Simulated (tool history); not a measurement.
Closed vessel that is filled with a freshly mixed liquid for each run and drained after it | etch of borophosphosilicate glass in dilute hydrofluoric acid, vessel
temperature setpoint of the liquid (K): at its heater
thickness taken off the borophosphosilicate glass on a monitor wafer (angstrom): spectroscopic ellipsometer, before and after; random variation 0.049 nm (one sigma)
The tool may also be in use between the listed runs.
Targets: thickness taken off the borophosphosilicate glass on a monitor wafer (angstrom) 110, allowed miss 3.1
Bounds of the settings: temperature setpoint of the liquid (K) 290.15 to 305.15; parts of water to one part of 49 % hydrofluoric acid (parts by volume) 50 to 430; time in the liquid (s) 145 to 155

run  hour  temperature setpoint of the liquid (K)  parts of water to one part of 49 % hydrofluoric acid (parts by volume)  time in the liquid (s)  thickness taken off the borophosphosilicate glass on a monitor wafer (angstrom)
  1     0                                  297.15                                                                     240                     145                                                                           182.43
  2   9.2                                  296.65                                                                     245                     145                                                                           173.16
  3  14.4                                  296.65                                                                     315                     145                                                                           126.51
  4  22.8                                  296.65                                                                     315                     145                                                                           125.54
  5  31.6                                  296.15                                                                     315                     145                                                                           123.93
  6  39.1                                  295.65                                                                     315                     145                                                                           121.32
  7  45.5                                  295.15                                                                     315                     145                                                                           120.82
  8  54.2                                  292.15                                                                     320                     145                                                                            105.6

Which of these 5 next moves meets every target?
  A  62.9                                  291.65                                                                     325                     150                                                                                ?
  B  62.9                                  293.65                                                                     300                     145                                                                                ?
  C  62.9                                  293.15                                                                     330                     150                                                                                ?
  D  62.9                                  295.65                                                                     335                     150                                                                                ?
  E  62.9                                  290.65                                                                     280                     145                                                                                ?

move  thickness taken off the borophosphosilicate glass on a monitor wafer (angstrom)
   A                                                                           104.81
   B                                                                           120.68
   C                                                                           108.54
   D                                                                           116.26
   E                                                                           117.72
A: further off than the last run
B: takes the result that was furthest off past its target
C: meets every target
D: takes the result that was furthest off past its target
E: takes the result that was furthest off past its target
The right move is C.
